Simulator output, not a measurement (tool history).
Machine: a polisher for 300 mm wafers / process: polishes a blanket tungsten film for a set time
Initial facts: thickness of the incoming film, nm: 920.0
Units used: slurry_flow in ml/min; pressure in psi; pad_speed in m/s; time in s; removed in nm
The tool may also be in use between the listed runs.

run 1 hour=0 | slurry_flow=160 pressure=4.9 pad_speed=1.2 slurry_solids=1 time=27 | removed=206.81
run 2 hour=2.2 | slurry_flow=160 pressure=4.9 pad_speed=1.3 slurry_solids=1 time=27 | removed=217.06
run 3 hour=5.4 | slurry_flow=135 pressure=4.9 pad_speed=1.3 slurry_solids=1 time=27 | removed=215.91
run 4 hour=13.8 | slurry_flow=135 pressure=4.9 pad_speed=1.3 slurry_solids=0.85 time=27 | removed=204.36
run 5 hour=19.8 | slurry_flow=135 pressure=5.6 pad_speed=1.3 slurry_solids=0.85 time=27 | removed=234.93
run 6 hour=23 | slurry_flow=135 pressure=6.1 pad_speed=1.3 slurry_solids=0.85 time=27 | removed=255.93
run 7 hour=26.1 | slurry_flow=135 pressure=6.5 pad_speed=1.3 slurry_solids=0.85 time=27 | removed=266.1
run 8 hour=28.9 | slurry_flow=135 pressure=6.8 pad_speed=1.3 slurry_solids=0.85 time=27 | removed=288.89

Expected results for the next run?
run 9 hour=33.8 | slurry_flow=140 pressure=7 pad_speed=1.3 slurry_solids=0.85 time=27 | removed=?

{"run 9": {"removed": 293.69}}

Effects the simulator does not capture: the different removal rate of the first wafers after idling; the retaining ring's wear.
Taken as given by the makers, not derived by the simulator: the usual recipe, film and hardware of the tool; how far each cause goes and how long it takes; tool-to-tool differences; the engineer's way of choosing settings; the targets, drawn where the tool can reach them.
